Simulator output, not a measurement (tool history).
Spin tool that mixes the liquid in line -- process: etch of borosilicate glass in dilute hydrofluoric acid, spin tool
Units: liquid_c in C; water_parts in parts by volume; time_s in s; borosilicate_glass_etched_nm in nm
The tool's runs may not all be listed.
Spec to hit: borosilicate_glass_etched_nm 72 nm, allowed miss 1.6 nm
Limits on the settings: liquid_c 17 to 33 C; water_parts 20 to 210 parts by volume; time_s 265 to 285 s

{"run": 1, "hour": 0.0, "liquid_c": 25, "water_parts": 115, "time_s": 265, "borosilicate_glass_etched_nm": 45.965}
{"run": 2, "hour": 7.5, "liquid_c": 27.5, "water_parts": 110, "time_s": 265, "borosilicate_glass_etched_nm": 53.42}
{"run": 3, "hour": 11.2, "liquid_c": 25, "water_parts": 110, "time_s": 265, "borosilicate_glass_etched_nm": 48.868}
{"run": 4, "hour": 15.5, "liquid_c": 27.5, "water_parts": 105, "time_s": 265, "borosilicate_glass_etched_nm": 56.289}
{"run": 5, "hour": 17.0, "liquid_c": 27.5, "water_parts": 105, "time_s": 285, "borosilicate_glass_etched_nm": 60.465}
{"run": 6, "hour": 18.0, "liquid_c": 24.5, "water_parts": 105, "time_s": 285, "borosilicate_glass_etched_nm": 53.131}
{"run": 7, "hour": 24.0, "liquid_c": 26.5, "water_parts": 105, "time_s": 285, "borosilicate_glass_etched_nm": 58.413}
{"run": 8, "hour": 29.0, "liquid_c": 28, "water_parts": 105, "time_s": 285, "borosilicate_glass_etched_nm": 61.852}
{"run": 9, "hour": 33.2, "liquid_c": 28, "water_parts": 105, "time_s": 285, "borosilicate_glass_etched_nm": 61.633}
{"run": 10, "hour": 35.1, "liquid_c": 29.5, "water_parts": 105, "time_s": 285, "borosilicate_glass_etched_nm": 65.911}
{"run": 11, "hour": 39.9, "liquid_c": 30, "water_parts": 105, "time_s": 285, "borosilicate_glass_etched_nm": 66.849}

Next run, 4 choices. One meets every target within its allowed miss, the rest don't. Which?
{"run": "A", "hour": 44.7, "liquid_c": 31, "water_parts": 90, "time_s": 270, "borosilicate_glass_etched_nm": "?"}
{"run": "B", "hour": 44.7, "liquid_c": 31, "water_parts": 110, "time_s": 265, "borosilicate_glass_etched_nm": "?"}
{"run": "C", "hour": 44.7, "liquid_c": 29, "water_parts": 100, "time_s": 265, "borosilicate_glass_etched_nm": "?"}
{"run": "D", "hour": 44.7, "liquid_c": 30, "water_parts": 95, "time_s": 275, "borosilicate_glass_etched_nm": "?"}

move=A borosilicate_glass_etched_nm=77.99
move=B borosilicate_glass_etched_nm=60.843
move=C borosilicate_glass_etched_nm=62.989
move=D borosilicate_glass_etched_nm=71.956
A: pushes the last run's worst result past its target
B: its largest miss is bigger than the last run's
C: its largest miss is bigger than the last run's
D: all results land within tolerance of their targets
Answer: D

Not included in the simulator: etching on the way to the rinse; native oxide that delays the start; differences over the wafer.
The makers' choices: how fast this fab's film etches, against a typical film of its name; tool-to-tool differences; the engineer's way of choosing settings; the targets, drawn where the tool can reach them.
